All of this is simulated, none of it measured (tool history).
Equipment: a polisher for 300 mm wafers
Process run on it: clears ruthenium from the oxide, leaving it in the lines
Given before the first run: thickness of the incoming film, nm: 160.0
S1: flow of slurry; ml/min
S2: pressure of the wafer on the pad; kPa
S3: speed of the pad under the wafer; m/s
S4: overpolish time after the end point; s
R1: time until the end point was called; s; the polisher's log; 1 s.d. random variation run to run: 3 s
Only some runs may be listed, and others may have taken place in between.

| run | hour | S1 | S2 | S3 | S4 | R1 |
|---|---|---|---|---|---|---|
| 1 | 0.0 | 235 | 16.5 | 1.26 | 38 | 102.60 |
| 2 | 7.0 | 235 | 14.5 | 1.20 | 38 | 119.87 |
| 3 | 13.0 | 235 | 16.5 | 1.20 | 38 | 109.98 |
| 4 | 18.3 | 235 | 14.5 | 1.20 | 38 | 122.47 |
| 5 | 23.6 | 235 | 12.4 | 1.16 | 38 | 141.18 |
| 6 | 25.6 | 235 | 11.0 | 1.12 | 38 | 158.67 |

Predict the results of run 7:
| 7 | 31.5 | 235 | 10.3 | 1.10 | 38 | ? |

Run 7 measured R1 172.23 s.

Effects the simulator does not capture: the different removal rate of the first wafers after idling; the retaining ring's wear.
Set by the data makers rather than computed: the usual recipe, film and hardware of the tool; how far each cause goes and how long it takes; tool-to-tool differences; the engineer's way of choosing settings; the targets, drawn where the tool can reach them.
